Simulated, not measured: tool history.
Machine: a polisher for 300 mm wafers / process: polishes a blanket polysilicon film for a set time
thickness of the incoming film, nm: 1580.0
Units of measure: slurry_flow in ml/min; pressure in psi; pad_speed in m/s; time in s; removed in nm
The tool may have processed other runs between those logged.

run 1 hour=0 | slurry_flow=155 pressure=1.8 pad_speed=1.04 time=55 | removed=244.47
run 2 hour=8.5 | slurry_flow=155 pressure=2.2 pad_speed=1.04 time=55 | removed=282.78
run 3 hour=9.1 | slurry_flow=150 pressure=2 pad_speed=1.04 time=55 | removed=258.97
run 4 hour=15.8 | slurry_flow=145 pressure=1.9 pad_speed=1.04 time=55 | removed=246.78
run 5 hour=18.4 | slurry_flow=140 pressure=1.8 pad_speed=1.04 time=55 | removed=236.61
run 6 hour=19.1 | slurry_flow=135 pressure=1.7 pad_speed=1.04 time=55 | removed=228.71
run 7 hour=27.2 | slurry_flow=135 pressure=1.6 pad_speed=1.04 time=55 | removed=220.97

Expected results for the next run?
run 8 hour=35.9 | slurry_flow=125 pressure=1.1 pad_speed=1.02 time=55 | removed=?

{"run 8": {"removed": 166.82}}
